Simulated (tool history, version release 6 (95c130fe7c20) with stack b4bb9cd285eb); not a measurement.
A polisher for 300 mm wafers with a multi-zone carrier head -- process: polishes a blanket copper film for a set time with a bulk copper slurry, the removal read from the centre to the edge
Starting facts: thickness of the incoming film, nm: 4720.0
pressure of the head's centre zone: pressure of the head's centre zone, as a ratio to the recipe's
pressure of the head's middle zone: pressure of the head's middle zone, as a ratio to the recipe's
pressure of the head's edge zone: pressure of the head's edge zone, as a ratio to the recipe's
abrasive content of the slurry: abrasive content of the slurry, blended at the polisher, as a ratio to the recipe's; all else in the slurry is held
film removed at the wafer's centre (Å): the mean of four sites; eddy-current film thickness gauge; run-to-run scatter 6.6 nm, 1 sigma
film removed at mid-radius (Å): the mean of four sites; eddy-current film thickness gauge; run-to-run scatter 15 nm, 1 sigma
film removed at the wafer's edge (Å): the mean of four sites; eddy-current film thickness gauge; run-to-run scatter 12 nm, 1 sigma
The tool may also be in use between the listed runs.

run,hour,flow of slurry (ml/min),pressure of the head's centre zone,pressure of the head's middle zone,pressure of the head's edge zone,abrasive content of the slurry,polishing time (s),film removed at the wafer's centre (Å),film removed at mid-radius (Å),film removed at the wafer's edge (Å)
1,0.0,210,1.00,1.00,1.00,1.00,88,7950.9,8017.1,8307.8
2,6.8,215,0.99,0.99,1.06,1.15,92,8638.9,8740.8,9319.5
3,8.2,225,0.98,0.98,1.10,1.25,94,8945.1,9113.7,9853.5
4,10.2,225,0.97,0.96,1.13,1.35,97,9354.6,9221.8,10598.0
5,13.9,240,0.96,0.97,1.15,1.40,98,9550.5,9952.4,11166.0
6,17.3,240,0.96,0.97,1.15,1.20,98,9139.9,9336.7,10622.0

The next listed run, before its measurement:
7,22.2,255,0.96,0.97,1.16,1.25,98,?,?,?

{"run 7": {"film removed at the wafer's centre (Å)": 9329.0, "film removed at mid-radius (Å)": 9488.9, "film removed at the wafer's edge (Å)": 10877.0}}

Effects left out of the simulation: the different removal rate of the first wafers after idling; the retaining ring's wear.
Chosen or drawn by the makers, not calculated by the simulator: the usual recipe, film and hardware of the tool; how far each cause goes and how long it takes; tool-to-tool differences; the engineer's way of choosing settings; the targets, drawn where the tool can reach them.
